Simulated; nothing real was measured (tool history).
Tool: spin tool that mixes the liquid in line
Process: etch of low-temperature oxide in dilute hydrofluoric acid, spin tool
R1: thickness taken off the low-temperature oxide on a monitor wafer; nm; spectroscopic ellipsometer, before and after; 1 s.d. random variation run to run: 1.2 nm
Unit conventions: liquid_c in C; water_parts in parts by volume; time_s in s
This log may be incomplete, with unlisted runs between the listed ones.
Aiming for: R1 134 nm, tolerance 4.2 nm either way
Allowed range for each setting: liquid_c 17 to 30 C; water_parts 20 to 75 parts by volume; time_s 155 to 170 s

run 1 day=0 | liquid_c=22 water_parts=45 time_s=155 | R1=64.293
run 2 day=0.308 | liquid_c=22 water_parts=40 time_s=155 | R1=73.298
run 3 day=0.379 | liquid_c=22 water_parts=40 time_s=170 | R1=80.997
run 4 day=0.492 | liquid_c=22 water_parts=40 time_s=155 | R1=74.021
run 5 day=0.517 | liquid_c=22 water_parts=40 time_s=170 | R1=80.418
run 6 day=0.867 | liquid_c=23 water_parts=40 time_s=170 | R1=83.172
run 7 day=1.146 | liquid_c=24 water_parts=40 time_s=170 | R1=87.15
run 8 day=1.362 | liquid_c=24.5 water_parts=40 time_s=170 | R1=88.725
run 9 day=1.621 | liquid_c=25 water_parts=40 time_s=170 | R1=90.582
run 10 day=1.658 | liquid_c=25.5 water_parts=40 time_s=170 | R1=92.413
run 11 day=1.812 | liquid_c=26 water_parts=40 time_s=170 | R1=93.771
run 12 day=2.121 | liquid_c=26.5 water_parts=40 time_s=170 | R1=96.933
run 13 day=2.312 | liquid_c=27 water_parts=40 time_s=170 | R1=98.601
run 14 day=2.404 | liquid_c=27.5 water_parts=40 time_s=170 | R1=100.43
run 15 day=2.683 | liquid_c=28 water_parts=40 time_s=170 | R1=102.11
run 16 day=2.954 | liquid_c=30 water_parts=30 time_s=170 | R1=151.67

Below are 4 possible settings for the next run. Only one of them brings all results inside the allowed miss of their targets. Which is it?
run A day=3.225 | liquid_c=26.5 water_parts=25 time_s=155 | R1=?
run B day=3.225 | liquid_c=29.5 water_parts=30 time_s=155 | R1=?
run C day=3.225 | liquid_c=30 water_parts=25 time_s=170 | R1=?
run D day=3.225 | liquid_c=28.5 water_parts=30 time_s=170 | R1=?

move=A R1=145.04
move=B R1=135.54
move=C R1=183.46
move=D R1=142.79
A: nearer than the last run, and not there yet
B: in spec on every target
C: lands further from the targets than the last run did
D: nearer than the last run, and not there yet
B is the move that brings every result within its allowed miss.

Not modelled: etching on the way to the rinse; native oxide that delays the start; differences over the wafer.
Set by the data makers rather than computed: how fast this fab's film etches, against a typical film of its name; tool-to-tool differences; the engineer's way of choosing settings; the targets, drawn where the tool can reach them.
